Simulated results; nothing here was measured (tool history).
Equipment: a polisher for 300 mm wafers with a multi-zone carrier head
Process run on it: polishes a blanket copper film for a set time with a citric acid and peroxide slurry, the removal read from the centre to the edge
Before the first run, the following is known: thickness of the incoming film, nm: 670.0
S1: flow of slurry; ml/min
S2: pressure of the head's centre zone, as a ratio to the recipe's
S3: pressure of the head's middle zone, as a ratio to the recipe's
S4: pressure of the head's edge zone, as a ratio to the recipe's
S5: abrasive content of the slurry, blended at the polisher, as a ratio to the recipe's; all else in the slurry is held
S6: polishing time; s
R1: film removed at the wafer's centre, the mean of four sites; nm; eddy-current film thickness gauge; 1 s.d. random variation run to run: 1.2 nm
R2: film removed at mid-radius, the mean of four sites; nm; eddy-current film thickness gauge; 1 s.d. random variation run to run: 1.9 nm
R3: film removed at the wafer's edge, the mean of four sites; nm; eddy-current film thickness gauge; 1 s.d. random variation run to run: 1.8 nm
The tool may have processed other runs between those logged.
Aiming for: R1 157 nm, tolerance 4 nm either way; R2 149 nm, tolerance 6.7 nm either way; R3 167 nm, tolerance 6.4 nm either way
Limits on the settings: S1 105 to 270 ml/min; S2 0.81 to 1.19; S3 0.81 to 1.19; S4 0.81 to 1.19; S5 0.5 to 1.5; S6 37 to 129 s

run,day,S1,S2,S3,S4,S5,S6,R1,R2,R3
1,0,175,1,1,1,1,83,195.84,194.27,190
2,0.188,175,1,1,1,1.15,83,202.8,193.81,197.62
3,0.308,175,0.92,1,1,1.15,83,189.26,196.62,196.41
4,0.588,160,0.91,0.94,0.98,1.1,82,178.87,175.88,189.29
5,0.896,160,0.91,0.94,1.02,1.1,82,177.82,179.73,189.99
6,0.921,155,0.9,0.91,0.99,1,82,170.76,174.73,182.09
7,1.117,145,0.9,0.88,0.98,1,81,168,163.6,176.1
8,1.354,135,0.89,0.86,0.98,1,81,164.2,156.32,180.53
9,1.55,125,0.89,0.86,0.89,0.85,80,152.79,148.13,160.71

4 next moves are on the table. One of them brings every result within its allowed miss. Which?
A,1.746,120,0.95,0.81,0.82,0.8,80,?,?,?
B,1.746,115,1.03,0.9,0.92,0.8,75,?,?,?
C,1.746,130,1.05,0.85,0.86,0.75,78,?,?,?
D,1.746,145,0.91,0.87,0.96,1.05,74,?,?,?

move,R1,R2,R3
A,159.65,137.8,154.91
B,160.2,139.69,151.86
C,171.27,139.49,153.31
D,157.31,149.18,168.11
A: meets the target for the result that was furthest off, but another lies outside its allowed miss
B: meets the target for the result that was furthest off, but another lies outside its allowed miss
C: takes the result that was furthest off past its target
D: hits every target within its allowed miss
Correct choice: D, which meets every target
